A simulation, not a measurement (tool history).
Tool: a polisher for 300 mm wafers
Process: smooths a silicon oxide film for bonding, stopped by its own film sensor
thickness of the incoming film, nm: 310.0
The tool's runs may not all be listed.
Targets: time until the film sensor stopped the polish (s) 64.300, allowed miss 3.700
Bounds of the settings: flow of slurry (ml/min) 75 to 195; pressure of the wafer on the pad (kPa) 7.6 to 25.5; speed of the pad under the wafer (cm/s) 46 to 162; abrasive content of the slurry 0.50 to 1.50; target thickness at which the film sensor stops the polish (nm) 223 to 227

run    day  flow of slurry (ml/min)  pressure of the wafer on the pad (kPa)  speed of the pad under the wafer (cm/s)  abrasive content of the slurry  target thickness at which the film sensor stops the polish (nm)  time until the film sensor stopped the polish (s)
  1  0.000                      125                                    16.5                                      104                            1.00                                                              227                                            103.430
  2  0.092                      125                                    16.5                                      104                            0.85                                                              227                                            112.430
  3  0.404                       95                                    16.5                                      104                            0.85                                                              227                                            122.150
  4  0.550                      100                                    17.9                                      106                            0.85                                                              227                                            106.070
  5  0.921                      105                                    19.3                                      106                            0.85                                                              227                                            100.550
  6  1.092                      105                                    19.3                                      106                            1.00                                                              227                                             89.602
  7  1.212                      110                                    20.0                                      106                            1.00                                                              227                                             89.475
  8  1.550                      110                                    21.4                                      108                            1.00                                                              227                                             85.193
  9  1.758                      110                                    22.1                                      112                            1.00                                                              227                                             77.906
 10  2.121                      110                                    22.1                                      112                            1.00                                                              227                                             78.773
 11  2.346                      110                                    22.8                                      114                            1.00                                                              227                                             75.233
 12  2.650                      110                                    23.4                                      116                            1.00                                                              227                                             75.185
 13  2.896                      110                                    24.1                                      118                            1.00                                                              227                                             70.825
 14  3.158                      110                                    24.1                                      120                            1.00                                                              227                                             72.145
 15  3.233                      110                                    24.1                                      122                            1.00                                                              227                                             70.543
 16  3.521                      110                                    24.1                                      124                            1.00                                                              227                                             69.796

Which of these 4 next moves meets every target?
  A  3.808                      105                                    24.8                                      142                            1.00                                                              223                                                  ?
  B  3.808                      120                                    21.4                                      132                            0.95                                                              223                                                  ?
  C  3.808                      120                                    22.8                                      116                            1.00                                                              223                                                  ?
  D  3.808                       75                                    22.1                                      124                            1.30                                                              223                                                  ?

move  time until the film sensor stopped the polish (s)
   A                                             67.786
   B                                             80.181
   C                                             80.827
   D                                             77.163
A: meets every target
B: further off than the last run
C: further off than the last run
D: further off than the last run
Move A is the one to make.

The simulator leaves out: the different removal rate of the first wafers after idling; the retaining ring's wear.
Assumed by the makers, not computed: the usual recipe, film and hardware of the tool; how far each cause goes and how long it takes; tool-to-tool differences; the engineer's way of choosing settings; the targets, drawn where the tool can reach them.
